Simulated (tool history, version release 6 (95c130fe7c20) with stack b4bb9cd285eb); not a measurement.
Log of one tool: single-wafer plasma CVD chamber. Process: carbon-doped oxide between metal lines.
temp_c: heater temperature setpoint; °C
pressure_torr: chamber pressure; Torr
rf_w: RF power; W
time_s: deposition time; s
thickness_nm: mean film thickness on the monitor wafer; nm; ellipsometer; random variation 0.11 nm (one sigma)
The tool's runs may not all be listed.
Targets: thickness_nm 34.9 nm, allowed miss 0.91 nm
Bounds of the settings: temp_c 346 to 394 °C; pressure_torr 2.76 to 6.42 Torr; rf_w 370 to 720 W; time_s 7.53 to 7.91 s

| run | hour | temp_c | pressure_torr | rf_w | time_s | thickness_nm |
|---|---|---|---|---|---|---|
| 1 | 0 | 370 | 4.59 | 545 | 7.91 | 39.518 |
| 2 | 1.2 | 370 | 4.59 | 545 | 7.53 | 37.64 |
| 3 | 8.2 | 370 | 5.31 | 545 | 7.53 | 38.23 |
| 4 | 12.1 | 370 | 4.67 | 545 | 7.53 | 37.871 |
| 5 | 18.9 | 370 | 4.65 | 540 | 7.53 | 37.637 |
| 6 | 22.6 | 370 | 4.63 | 535 | 7.53 | 37.369 |
| 7 | 26.4 | 370 | 4.63 | 535 | 7.53 | 37.145 |
| 8 | 34.1 | 370 | 4.6 | 530 | 7.53 | 37.152 |
| 9 | 38.9 | 370 | 4.58 | 525 | 7.53 | 36.736 |
| 10 | 39.5 | 370 | 4.56 | 520 | 7.53 | 36.861 |

Which of these 5 next moves meets every target?
| A | 40.1 | 375 | 5.12 | 500 | 7.91 | ? |
| B | 40.1 | 377 | 4.29 | 465 | 7.89 | ? |
| C | 40.1 | 382 | 4.74 | 455 | 7.53 | ? |
| D | 40.1 | 356 | 4.03 | 465 | 7.91 | ? |
| E | 40.1 | 359 | 4.08 | 485 | 7.91 | ? |

| move | thickness_nm |
|---|---|
| A | 37.618 |
| B | 35.258 |
| C | 33.154 |
| D | 37.117 |
| E | 37.761 |
A: further off than the last run
B: meets every target
C: takes the result that was furthest off past its target
D: further off than the last run
E: further off than the last run
Move B is the one to make.

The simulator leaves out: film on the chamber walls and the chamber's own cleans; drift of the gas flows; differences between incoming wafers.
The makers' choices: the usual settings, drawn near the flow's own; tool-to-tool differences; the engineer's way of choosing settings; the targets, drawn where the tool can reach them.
